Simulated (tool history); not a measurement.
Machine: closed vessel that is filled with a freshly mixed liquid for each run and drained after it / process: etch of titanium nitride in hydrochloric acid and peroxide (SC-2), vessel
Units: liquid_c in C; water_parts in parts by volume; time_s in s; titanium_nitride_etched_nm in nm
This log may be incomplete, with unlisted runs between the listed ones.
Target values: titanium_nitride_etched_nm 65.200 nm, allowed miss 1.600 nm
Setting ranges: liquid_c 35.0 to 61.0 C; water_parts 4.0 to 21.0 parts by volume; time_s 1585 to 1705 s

run	hour	liquid_c	water_parts	time_s	titanium_nitride_etched_nm
1	0.0	45.0	11.5	1585	19.585
2	8.6	49.0	11.0	1585	26.650
3	12.9	52.0	10.5	1585	33.687
4	18.1	52.0	13.0	1585	28.103
5	19.6	52.0	15.0	1585	24.838
6	22.9	52.0	12.0	1585	30.101
7	27.1	54.5	11.5	1585	36.869
8	27.9	56.0	11.0	1585	42.381
9	30.3	57.5	10.5	1585	48.204
10	32.5	58.5	10.0	1585	53.731
11	39.5	59.0	10.0	1585	55.229
12	42.8	59.5	10.0	1585	57.121
13	46.4	59.5	10.0	1585	57.664
14	53.1	60.0	10.0	1585	59.358
15	57.1	60.5	10.0	1585	60.958

Pick the move, out of 5, that brings all results within their allowed miss; only one does.
A	61.1	60.5	11.5	1620	?
B	61.1	60.0	8.5	1600	?
C	61.1	52.5	7.0	1705	?
D	61.1	60.5	10.0	1685	?
E	61.1	54.5	7.0	1590	?

move	titanium_nitride_etched_nm
A	55.012
B	67.784
C	52.123
D	64.405
E	55.384
A: misses by more than the last run did
B: takes the result that was furthest off past its target
C: misses by more than the last run did
D: meets every target
E: misses by more than the last run did
So the answer is move D, the one that meets all the targets.
